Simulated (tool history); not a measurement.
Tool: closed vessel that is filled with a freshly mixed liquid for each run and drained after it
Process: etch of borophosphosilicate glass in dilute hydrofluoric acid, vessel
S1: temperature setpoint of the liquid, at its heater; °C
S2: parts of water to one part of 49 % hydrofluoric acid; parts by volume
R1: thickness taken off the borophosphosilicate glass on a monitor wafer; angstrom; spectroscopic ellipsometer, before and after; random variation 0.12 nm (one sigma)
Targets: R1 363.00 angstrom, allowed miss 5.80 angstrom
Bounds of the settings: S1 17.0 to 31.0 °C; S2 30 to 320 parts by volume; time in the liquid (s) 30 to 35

Run 1, hour 0.0: S1 23.0 °C, S2 175 parts by volume, time in the liquid (s) 35. Result: R1 128.76 angstrom.
Run 2, hour 7.6: S1 25.0 °C, S2 150 parts by volume, time in the liquid (s) 35. Result: R1 166.23 angstrom.
Run 3, hour 11.5: S1 23.0 °C, S2 150 parts by volume, time in the liquid (s) 35. Result: R1 153.07 angstrom.
Run 4, hour 12.4: S1 25.0 °C, S2 130 parts by volume, time in the liquid (s) 35. Result: R1 196.78 angstrom.
Run 5, hour 18.3: S1 26.5 °C, S2 120 parts by volume, time in the liquid (s) 35. Result: R1 227.14 angstrom.
Run 6, hour 22.7: S1 27.5 °C, S2 110 parts by volume, time in the liquid (s) 35. Result: R1 262.57 angstrom.
At hour 31.7: thermometer replaced.
Run 7, hour 31.7: S1 28.5 °C, S2 105 parts by volume, time in the liquid (s) 35. Result: R1 305.08 angstrom.
Run 8, hour 37.4: S1 29.0 °C, S2 105 parts by volume, time in the liquid (s) 35. Result: R1 310.08 angstrom.
Run 9, hour 46.5: S1 29.5 °C, S2 105 parts by volume, time in the liquid (s) 35. Result: R1 316.43 angstrom.
Run 10, hour 53.5: S1 30.0 °C, S2 105 parts by volume, time in the liquid (s) 35. Result: R1 321.83 angstrom.
Run 11, hour 60.1: S1 30.5 °C, S2 100 parts by volume, time in the liquid (s) 35. Result: R1 345.84 angstrom.
Run 12, hour 63.2: S1 31.0 °C, S2 95 parts by volume, time in the liquid (s) 35. Result: R1 372.48 angstrom.

4 next moves are on the table. One of them brings every result within its allowed miss. Which?
Run A, hour 66.3: S1 29.0 °C, S2 95 parts by volume, time in the liquid (s) 35. Result: R1 ?.
Run B, hour 66.3: S1 30.5 °C, S2 90 parts by volume, time in the liquid (s) 35. Result: R1 ?.
Run C, hour 66.3: S1 31.0 °C, S2 85 parts by volume, time in the liquid (s) 30. Result: R1 ?.
Run D, hour 66.3: S1 31.0 °C, S2 100 parts by volume, time in the liquid (s) 35. Result: R1 ?.

move      R1
   A  347.18
   B  390.63
   C  363.92
   D  353.04
A: takes the result that was furthest off past its target
B: further off than the last run
C: meets every target
D: takes the result that was furthest off past its target
The right move is C.
